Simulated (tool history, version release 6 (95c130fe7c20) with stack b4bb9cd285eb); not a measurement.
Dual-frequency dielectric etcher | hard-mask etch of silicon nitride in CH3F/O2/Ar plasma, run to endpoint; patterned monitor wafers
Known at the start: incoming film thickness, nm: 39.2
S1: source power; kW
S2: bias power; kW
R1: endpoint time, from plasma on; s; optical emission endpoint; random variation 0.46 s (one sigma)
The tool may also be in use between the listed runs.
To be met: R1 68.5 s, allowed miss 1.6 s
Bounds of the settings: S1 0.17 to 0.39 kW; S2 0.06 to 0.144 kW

run    day    S1     S2      R1
  1      0  0.28  0.102  60.966
  2  0.246  0.28  0.117  56.063
  3  0.596  0.28  0.125  55.006
  4  0.792  0.28  0.114  57.246
  5  1.038  0.28  0.106  58.982
  6  1.188  0.26  0.104  60.806
  7  1.292  0.25    0.1  63.431
  8  1.412   0.2  0.097  71.048

Which of these 4 next moves meets every target?
  A  1.533  0.21  0.111   ?
  B  1.533  0.22  0.094   ?
  C  1.533  0.23  0.103   ?
  D  1.533   0.2  0.115   ?

move      R1
   A  64.022
   B  68.173
   C  64.074
   D   64.14
A: takes the result that was furthest off past its target
B: meets every target
C: takes the result that was furthest off past its target
D: takes the result that was furthest off past its target
Answer: B

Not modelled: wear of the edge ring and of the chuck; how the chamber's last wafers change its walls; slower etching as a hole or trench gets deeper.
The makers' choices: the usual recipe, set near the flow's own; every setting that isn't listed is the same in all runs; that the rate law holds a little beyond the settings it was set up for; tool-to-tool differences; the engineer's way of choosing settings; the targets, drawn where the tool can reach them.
